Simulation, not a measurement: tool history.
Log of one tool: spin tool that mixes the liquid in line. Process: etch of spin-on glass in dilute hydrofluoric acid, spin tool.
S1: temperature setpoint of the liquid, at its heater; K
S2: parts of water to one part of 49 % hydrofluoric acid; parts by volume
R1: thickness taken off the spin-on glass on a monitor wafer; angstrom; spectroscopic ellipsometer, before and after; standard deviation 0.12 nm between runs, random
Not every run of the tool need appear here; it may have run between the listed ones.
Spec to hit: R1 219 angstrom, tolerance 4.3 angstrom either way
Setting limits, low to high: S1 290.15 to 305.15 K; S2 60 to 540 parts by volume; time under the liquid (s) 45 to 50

{"run": 1, "hour": 0.0, "S1": 297.15, "S2": 300, "time under the liquid (s)": 45, "R1": 86.302}
{"run": 2, "hour": 2.4, "S1": 294.65, "S2": 300, "time under the liquid (s)": 45, "R1": 78.822}
{"run": 3, "hour": 4.7, "S1": 294.65, "S2": 385, "time under the liquid (s)": 45, "R1": 56.881}
{"run": 4, "hour": 13.1, "S1": 296.65, "S2": 385, "time under the liquid (s)": 45, "R1": 61.03}
{"run": 5, "hour": 14.9, "S1": 296.65, "S2": 460, "time under the liquid (s)": 45, "R1": 48.122}
{"run": 6, "hour": 19.4, "S1": 300.15, "S2": 460, "time under the liquid (s)": 45, "R1": 53.333}
{"run": 7, "hour": 28.1, "S1": 301.65, "S2": 355, "time under the liquid (s)": 45, "R1": 79.234}
{"run": 8, "hour": 29.8, "S1": 305.15, "S2": 235, "time under the liquid (s)": 45, "R1": 154.11}
{"run": 9, "hour": 36.1, "S1": 305.15, "S2": 210, "time under the liquid (s)": 45, "R1": 178.38}
{"run": 10, "hour": 41.4, "S1": 305.15, "S2": 195, "time under the liquid (s)": 45, "R1": 195.21}
{"run": 11, "hour": 49.6, "S1": 305.15, "S2": 190, "time under the liquid (s)": 45, "R1": 203.49}
{"run": 12, "hour": 52.0, "S1": 305.15, "S2": 185, "time under the liquid (s)": 45, "R1": 210.84}
{"run": 13, "hour": 55.0, "S1": 305.15, "S2": 175, "time under the liquid (s)": 45, "R1": 222.81}

Exactly one of the 4 candidate moves below puts every result within its allowed miss. Which one?
{"run": "A", "hour": 58.0, "S1": 305.15, "S2": 170, "time under the liquid (s)": 45, "R1": "?"}
{"run": "B", "hour": 58.0, "S1": 303.65, "S2": 180, "time under the liquid (s)": 50, "R1": "?"}
{"run": "C", "hour": 58.0, "S1": 302.65, "S2": 160, "time under the liquid (s)": 45, "R1": "?"}
{"run": "D", "hour": 58.0, "S1": 304.15, "S2": 190, "time under the liquid (s)": 50, "R1": "?"}

move=A R1=235.46
move=B R1=231.51
move=C R1=232.1
move=D R1=220.34
A: moves away from the targets compared with the last run
B: moves away from the targets compared with the last run
C: moves away from the targets compared with the last run
D: meets every target
The move that meets every target is D.

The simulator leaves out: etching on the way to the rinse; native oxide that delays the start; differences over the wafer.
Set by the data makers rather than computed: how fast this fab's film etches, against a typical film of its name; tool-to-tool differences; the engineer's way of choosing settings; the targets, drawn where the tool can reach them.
